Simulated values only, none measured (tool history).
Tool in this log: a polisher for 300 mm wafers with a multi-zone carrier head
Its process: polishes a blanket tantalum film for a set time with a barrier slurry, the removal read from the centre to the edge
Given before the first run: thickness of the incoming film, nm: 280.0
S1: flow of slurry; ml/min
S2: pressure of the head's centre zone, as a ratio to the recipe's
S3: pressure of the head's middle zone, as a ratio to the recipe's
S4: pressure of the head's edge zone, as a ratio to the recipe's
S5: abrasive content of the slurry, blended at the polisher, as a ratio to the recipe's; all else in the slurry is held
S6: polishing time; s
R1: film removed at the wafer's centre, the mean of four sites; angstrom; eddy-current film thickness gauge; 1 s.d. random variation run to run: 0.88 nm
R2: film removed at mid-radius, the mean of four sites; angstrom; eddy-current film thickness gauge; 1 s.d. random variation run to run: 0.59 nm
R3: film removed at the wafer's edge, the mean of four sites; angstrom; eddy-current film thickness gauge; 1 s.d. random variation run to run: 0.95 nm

run 1 day=0.000 | S1=225 S2=1.00 S3=1.00 S4=1.00 S5=1.00 S6=61 | R1=993.67 R2=896.61 R3=914.62
run 2 day=0.238 | S1=225 S2=1.00 S3=1.00 S4=1.08 S5=1.00 S6=61 | R1=1021.60 R2=885.04 R3=952.91
run 3 day=0.346 | S1=225 S2=1.00 S3=1.00 S4=1.08 S5=1.10 S6=61 | R1=1025.00 R2=932.39 R3=992.55
run 4 day=0.371 | S1=220 S2=0.97 S3=0.98 S4=1.08 S5=1.00 S6=59 | R1=920.15 R2=847.39 R3=922.98
run 5 day=0.400 | S1=220 S2=0.97 S3=0.98 S4=1.08 S5=1.00 S6=68 | R1=1048.30 R2=981.77 R3=1066.20
run 6 day=0.433 | S1=220 S2=0.97 S3=1.05 S4=1.08 S5=1.00 S6=68 | R1=1072.60 R2=1052.40 R3=1066.90
run 7 day=0.721 | S1=215 S2=0.96 S3=1.02 S4=1.07 S5=0.90 S6=65 | R1=962.38 R2=909.45 R3=967.10
run 8 day=1.092 | S1=210 S2=0.95 S3=1.00 S4=1.06 S5=0.85 S6=63 | R1=900.26 R2=855.11 R3=907.43
run 9 day=1.242 | S1=205 S2=0.94 S3=0.98 S4=1.06 S5=0.80 S6=61 | R1=835.36 R2=803.85 R3=865.54
run 10 day=1.408 | S1=205 S2=0.94 S3=0.96 S4=1.06 S5=0.75 S6=59 | R1=773.37 R2=727.26 R3=789.77
run 11 day=1.742 | S1=185 S2=0.88 S3=0.86 S4=1.05 S5=0.50 S6=58 | R1=517.48 R2=481.57 R3=560.50
run 12 day=1.992 | S1=200 S2=0.89 S3=0.86 S4=1.06 S5=0.50 S6=58 | R1=534.27 R2=489.82 R3=572.95
run 13 day=2.312 | S1=265 S2=0.95 S3=0.87 S4=1.15 S5=0.60 S6=58 | R1=698.27 R2=584.80 R3=742.78
run 14 day=2.604 | S1=255 S2=0.95 S3=0.87 S4=1.14 S5=0.60 S6=58 | R1=696.51 R2=571.06 R3=727.66
run 15 day=2.650 | S1=205 S2=0.88 S3=0.90 S4=1.04 S5=0.50 S6=57 | R1=521.26 R2=486.59 R3=558.79
run 16 day=2.846 | S1=210 S2=0.89 S3=0.90 S4=1.05 S5=0.50 S6=57 | R1=522.26 R2=490.87 R3=574.18
run 17 day=3.188 | S1=215 S2=0.90 S3=0.90 S4=1.06 S5=0.50 S6=57 | R1=524.39 R2=492.03 R3=570.59

Expected results for the next run?
run 18 day=3.438 | S1=215 S2=0.92 S3=0.90 S4=1.07 S5=0.50 S6=57 | R1=? R2=? R3=?

{"run 18": {"R1": 536.51, "R2": 501.19, "R3": 565.21}}
